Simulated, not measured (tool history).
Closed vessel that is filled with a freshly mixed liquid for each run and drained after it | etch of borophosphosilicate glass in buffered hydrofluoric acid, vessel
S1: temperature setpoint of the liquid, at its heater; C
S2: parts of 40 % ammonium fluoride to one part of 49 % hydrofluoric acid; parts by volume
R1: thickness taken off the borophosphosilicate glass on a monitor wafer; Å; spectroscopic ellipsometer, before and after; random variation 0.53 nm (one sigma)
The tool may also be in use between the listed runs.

Run 1, hour 0.0: S1 22.0 C, S2 16.5 parts by volume, time in the liquid (s) 100. Result: R1 825.59 Å.
Run 2, hour 3.2: S1 22.5 C, S2 16.5 parts by volume, time in the liquid (s) 100. Result: R1 848.77 Å.
Run 3, hour 11.4: S1 22.5 C, S2 16.5 parts by volume, time in the liquid (s) 105. Result: R1 891.87 Å.
Run 4, hour 18.3: S1 24.0 C, S2 16.5 parts by volume, time in the liquid (s) 105. Result: R1 968.13 Å.
Run 5, hour 25.7: S1 21.0 C, S2 16.5 parts by volume, time in the liquid (s) 105. Result: R1 818.97 Å.
At hour 33.7: thermometer replaced.
Run 6, hour 33.7: S1 21.5 C, S2 16.5 parts by volume, time in the liquid (s) 105. Result: R1 795.47 Å.

Run 7, settings as shown, results not yet in. Your forecast:
Run 7, hour 37.4: S1 22.0 C, S2 16.5 parts by volume, time in the liquid (s) 105. Result: R1 ?.

Run 7 came out at R1 814.92 Å.
